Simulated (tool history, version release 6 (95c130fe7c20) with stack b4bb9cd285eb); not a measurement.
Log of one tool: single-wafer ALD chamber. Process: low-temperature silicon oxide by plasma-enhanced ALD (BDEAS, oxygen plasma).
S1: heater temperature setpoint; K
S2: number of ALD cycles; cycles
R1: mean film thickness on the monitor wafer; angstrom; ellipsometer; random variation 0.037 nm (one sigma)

run  hour      S1  S2       R1
  1   0.0  378.15  67   91.969
  2   5.7  374.15  71   99.084
  3  10.1  369.15  72  101.900
  4  13.3  364.15  72  104.290
  5  17.5  373.15  72  100.690
  6  18.9  366.15  72  103.120

What does the tool deliver on the next run?
  7  27.3  366.15  72   ?

Run 7 gave R1 103.040 angstrom.
